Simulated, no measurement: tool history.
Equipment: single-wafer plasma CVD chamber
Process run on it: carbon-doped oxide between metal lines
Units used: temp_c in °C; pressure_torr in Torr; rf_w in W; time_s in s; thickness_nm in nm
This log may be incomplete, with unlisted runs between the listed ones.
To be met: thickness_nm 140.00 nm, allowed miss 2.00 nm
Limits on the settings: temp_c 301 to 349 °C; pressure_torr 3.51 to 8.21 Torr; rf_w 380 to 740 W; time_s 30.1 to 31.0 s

Run 1, hour 0.0: temp_c 325 °C, pressure_torr 5.86 Torr, rf_w 560 W, time_s 30.1 s. Result: thickness_nm 185.30 nm.
Run 2, hour 6.8: temp_c 329 °C, pressure_torr 5.59 Torr, rf_w 530 W, time_s 30.1 s. Result: thickness_nm 173.05 nm.
Run 3, hour 7.5: temp_c 329 °C, pressure_torr 6.42 Torr, rf_w 530 W, time_s 30.1 s. Result: thickness_nm 175.91 nm.
Run 4, hour 12.9: temp_c 322 °C, pressure_torr 6.42 Torr, rf_w 530 W, time_s 30.1 s. Result: thickness_nm 180.52 nm.
Run 5, hour 17.4: temp_c 322 °C, pressure_torr 6.78 Torr, rf_w 530 W, time_s 30.1 s. Result: thickness_nm 182.31 nm.
Run 6, hour 22.1: temp_c 322 °C, pressure_torr 6.78 Torr, rf_w 570 W, time_s 30.1 s. Result: thickness_nm 192.86 nm.
Run 7, hour 25.1: temp_c 334 °C, pressure_torr 5.61 Torr, rf_w 480 W, time_s 30.1 s. Result: thickness_nm 156.77 nm.
Run 8, hour 26.0: temp_c 336 °C, pressure_torr 5.42 Torr, rf_w 475 W, time_s 30.1 s. Result: thickness_nm 154.39 nm.
Run 9, hour 27.6: temp_c 338 °C, pressure_torr 5.25 Torr, rf_w 470 W, time_s 30.1 s. Result: thickness_nm 150.51 nm.
Run 10, hour 35.4: temp_c 340 °C, pressure_torr 5.15 Torr, rf_w 470 W, time_s 30.1 s. Result: thickness_nm 149.20 nm.
Run 11, hour 41.8: temp_c 341 °C, pressure_torr 5.05 Torr, rf_w 470 W, time_s 30.1 s. Result: thickness_nm 148.28 nm.
Run 12, hour 46.4: temp_c 342 °C, pressure_torr 4.95 Torr, rf_w 470 W, time_s 30.1 s. Result: thickness_nm 147.11 nm.
Run 13, hour 51.0: temp_c 343 °C, pressure_torr 4.87 Torr, rf_w 470 W, time_s 30.1 s. Result: thickness_nm 146.13 nm.
Run 14, hour 56.3: temp_c 344 °C, pressure_torr 4.80 Torr, rf_w 470 W, time_s 30.1 s. Result: thickness_nm 144.82 nm.
Run 15, hour 63.1: temp_c 349 °C, pressure_torr 4.34 Torr, rf_w 460 W, time_s 30.1 s. Result: thickness_nm 137.39 nm.
Run 16, hour 66.7: temp_c 348 °C, pressure_torr 4.35 Torr, rf_w 460 W, time_s 30.1 s. Result: thickness_nm 137.85 nm.

Below are 4 possible settings for the next run. Only one of them brings all results inside the allowed miss of their targets. Which is it?
Run A, hour 70.3: temp_c 347 °C, pressure_torr 4.51 Torr, rf_w 465 W, time_s 31.0 s. Result: thickness_nm ?.
Run B, hour 70.3: temp_c 349 °C, pressure_torr 4.06 Torr, rf_w 480 W, time_s 30.1 s. Result: thickness_nm ?.
Run C, hour 70.3: temp_c 346 °C, pressure_torr 4.49 Torr, rf_w 440 W, time_s 30.6 s. Result: thickness_nm ?.
Run D, hour 70.3: temp_c 340 °C, pressure_torr 3.92 Torr, rf_w 465 W, time_s 31.0 s. Result: thickness_nm ?.

move  thickness_nm
   A        144.95
   B        141.19
   C        136.21
   D        144.86
A: carries the result that was furthest off beyond its target, to the other side
B: every result lands within tolerance
C: misses by more than the last run did
D: carries the result that was furthest off beyond its target, to the other side
The move that meets every target is B.

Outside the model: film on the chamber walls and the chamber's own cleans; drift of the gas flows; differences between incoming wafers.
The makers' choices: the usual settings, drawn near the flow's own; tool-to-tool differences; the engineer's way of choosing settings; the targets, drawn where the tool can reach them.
